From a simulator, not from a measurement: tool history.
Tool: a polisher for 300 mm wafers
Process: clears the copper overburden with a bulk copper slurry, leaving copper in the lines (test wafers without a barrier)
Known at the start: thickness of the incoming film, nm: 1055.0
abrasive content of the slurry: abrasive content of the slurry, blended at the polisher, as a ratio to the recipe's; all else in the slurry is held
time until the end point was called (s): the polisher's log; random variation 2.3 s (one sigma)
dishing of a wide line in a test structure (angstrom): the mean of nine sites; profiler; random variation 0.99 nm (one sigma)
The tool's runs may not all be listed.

run	hour	flow of slurry (ml/min)	pressure of the wafer on the pad (psi)	speed of the pad under the wafer (cm/s)	abrasive content of the slurry	overpolish time after the end point (s)	time until the end point was called (s)	dishing of a wide line in a test structure (angstrom)
1	0.0	135	1.9	140	1.0	29	143.70	780.16
2	7.7	135	1.9	140	0.8	29	154.06	769.17
3	13.0	135	1.9	164	0.8	29	134.17	790.62
4	21.5	130	1.7	162	0.8	31	151.19	768.83
5	29.5	125	1.6	160	0.8	32	164.71	751.57
6	35.6	120	1.5	160	0.8	32	176.08	684.16
7	37.5	115	1.4	160	0.8	34	190.85	688.53

Run 8 comes next. What will it give?
8	41.6	110	1.3	160	0.8	35	?	?

{"run 8": {"time until the end point was called (s)": 206.07, "dishing of a wide line in a test structure (angstrom)": 644.85}}

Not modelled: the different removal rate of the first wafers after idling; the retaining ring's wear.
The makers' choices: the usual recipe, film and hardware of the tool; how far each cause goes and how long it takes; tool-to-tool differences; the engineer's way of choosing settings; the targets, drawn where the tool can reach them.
